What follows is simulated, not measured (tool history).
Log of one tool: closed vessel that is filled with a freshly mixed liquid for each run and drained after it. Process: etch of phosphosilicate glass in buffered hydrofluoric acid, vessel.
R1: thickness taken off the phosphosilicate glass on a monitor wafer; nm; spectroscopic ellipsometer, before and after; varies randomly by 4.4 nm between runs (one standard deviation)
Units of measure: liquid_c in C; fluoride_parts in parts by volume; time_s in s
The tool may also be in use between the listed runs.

run 1 hour=0 | liquid_c=20 fluoride_parts=19 time_s=85 | R1=295.8
run 2 hour=6.4 | liquid_c=20 fluoride_parts=19 time_s=95 | R1=332.07
run 3 hour=10.5 | liquid_c=20 fluoride_parts=17 time_s=95 | R1=367.51
run 4 hour=16.5 | liquid_c=21 fluoride_parts=17 time_s=95 | R1=395.25
run 5 hour=20.8 | liquid_c=21 fluoride_parts=17 time_s=95 | R1=383.23
run 6 hour=24.1 | liquid_c=21 fluoride_parts=17 time_s=95 | R1=389.65
run 7 hour=30.7 | liquid_c=21.5 fluoride_parts=17 time_s=95 | R1=395.73
run 8 hour=37.4 | liquid_c=22 fluoride_parts=17 time_s=95 | R1=412.52
run 9 hour=38.8 | liquid_c=22.5 fluoride_parts=17 time_s=95 | R1=428.1

What does the tool deliver on the next run?
run 10 hour=40.2 | liquid_c=23 fluoride_parts=17 time_s=95 | R1=?

Run 10 came out at R1 435.31 nm.
